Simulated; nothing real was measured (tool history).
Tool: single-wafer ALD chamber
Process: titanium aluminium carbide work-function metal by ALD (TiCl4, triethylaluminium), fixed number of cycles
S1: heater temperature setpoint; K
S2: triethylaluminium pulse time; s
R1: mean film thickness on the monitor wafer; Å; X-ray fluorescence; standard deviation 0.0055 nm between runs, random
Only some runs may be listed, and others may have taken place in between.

run 1 hour=0 | S1=583.15 S2=7.35 | R1=19.246
run 2 hour=8 | S1=575.15 S2=7.35 | R1=18.605
run 3 hour=15.8 | S1=572.15 S2=6.96 | R1=18.067
run 4 hour=17.7 | S1=579.15 S2=6.96 | R1=18.629
run 5 hour=21.1 | S1=579.15 S2=8.04 | R1=19.342
run 6 hour=23.5 | S1=575.15 S2=7.51 | R1=18.752
run 7 hour=30.7 | S1=572.15 S2=7.07 | R1=18.321
run 8 hour=33.9 | S1=572.15 S2=7.07 | R1=18.228

Expected results for the next run?
-- hour=34.9 triethylaluminium bottle replaced
run 9 hour=34.9 | S1=570.15 S2=6.76 | R1=?

R1: 18.95 Å
